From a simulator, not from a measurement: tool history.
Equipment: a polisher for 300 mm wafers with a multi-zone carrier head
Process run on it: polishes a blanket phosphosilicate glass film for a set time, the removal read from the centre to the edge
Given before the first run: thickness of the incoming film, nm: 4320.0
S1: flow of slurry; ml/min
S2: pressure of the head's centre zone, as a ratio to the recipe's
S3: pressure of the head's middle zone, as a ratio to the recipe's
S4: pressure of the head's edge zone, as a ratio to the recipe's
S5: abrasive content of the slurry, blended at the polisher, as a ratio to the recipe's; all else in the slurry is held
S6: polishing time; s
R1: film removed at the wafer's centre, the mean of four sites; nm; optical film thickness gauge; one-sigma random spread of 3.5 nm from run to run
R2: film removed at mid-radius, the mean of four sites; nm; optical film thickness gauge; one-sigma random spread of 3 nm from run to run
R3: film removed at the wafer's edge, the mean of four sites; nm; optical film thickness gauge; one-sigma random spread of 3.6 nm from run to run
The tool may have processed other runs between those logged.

run  hour   S1    S2    S3    S4    S5  S6      R1      R2      R3
  1   0.0  305  1.00  1.00  1.00  1.00  65  350.89  336.34  348.68
  2   3.5  305  0.97  1.00  1.00  1.00  65  335.09  335.25  344.62
  3  11.2  305  0.97  1.00  1.04  1.00  65  344.32  342.55  357.22
  4  14.7  305  0.97  0.98  1.02  0.95  65  331.45  331.15  337.84
  5  21.9  295  0.97  0.96  1.04  0.90  63  313.31  311.39  327.23
  6  28.3  295  0.93  0.96  1.04  0.90  63  302.06  315.72  319.22
  7  35.3  295  0.94  0.94  1.05  0.85  62  287.60  292.72  313.55
  8  42.3  295  0.95  0.93  1.03  0.80  62  282.41  279.79  297.91
  9  49.1  295  0.95  0.92  1.02  0.80  62  289.53  280.27  303.40
 10  56.5  295  0.95  0.91  1.01  0.75  62  275.54  265.65  286.48
 11  61.4  295  0.95  0.90  1.00  0.75  62  273.42  271.75  294.69
 12  68.6  295  0.96  0.90  1.00  0.70  62  260.15  248.12  275.11
 13  75.7  295  0.97  0.90  0.99  0.70  62  271.73  256.20  278.43
 14  78.7  295  0.97  0.89  0.98  0.70  62  266.47  243.43  273.12

For run 15, what comes out?
 15  84.8  295  0.97  0.89  0.97  0.70  62   ?   ?   ?

Logged for run 15: R1 274.60 nm, R2 249.86 nm, R3 272.50 nm.

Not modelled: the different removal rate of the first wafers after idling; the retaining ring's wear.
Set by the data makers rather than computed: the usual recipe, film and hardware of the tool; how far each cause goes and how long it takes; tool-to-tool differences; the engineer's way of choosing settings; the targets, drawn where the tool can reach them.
